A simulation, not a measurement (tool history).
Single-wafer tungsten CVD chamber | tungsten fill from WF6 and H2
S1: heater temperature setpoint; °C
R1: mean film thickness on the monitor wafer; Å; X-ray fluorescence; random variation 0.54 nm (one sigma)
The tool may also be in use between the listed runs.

run 1 hour=0 | S1=385 chamber_pressure_(Torr)=40.7 deposition_time_(s)=35.8 | R1=885.12
run 2 hour=6.4 | S1=387 chamber_pressure_(Torr)=40.8 deposition_time_(s)=35.8 | R1=921.85
run 3 hour=7.2 | S1=388 chamber_pressure_(Torr)=40.9 deposition_time_(s)=35.8 | R1=938.54
run 4 hour=14.4 | S1=389 chamber_pressure_(Torr)=41 deposition_time_(s)=35.8 | R1=952.53
run 5 hour=22.8 | S1=390 chamber_pressure_(Torr)=41.1 deposition_time_(s)=35.8 | R1=967.92
run 6 hour=25.6 | S1=391 chamber_pressure_(Torr)=41.2 deposition_time_(s)=35.8 | R1=988.72

Forecast run 7:
run 7 hour=33.6 | S1=392 chamber_pressure_(Torr)=41.2 deposition_time_(s)=35.8 | R1=?

R1: 1006.5 Å
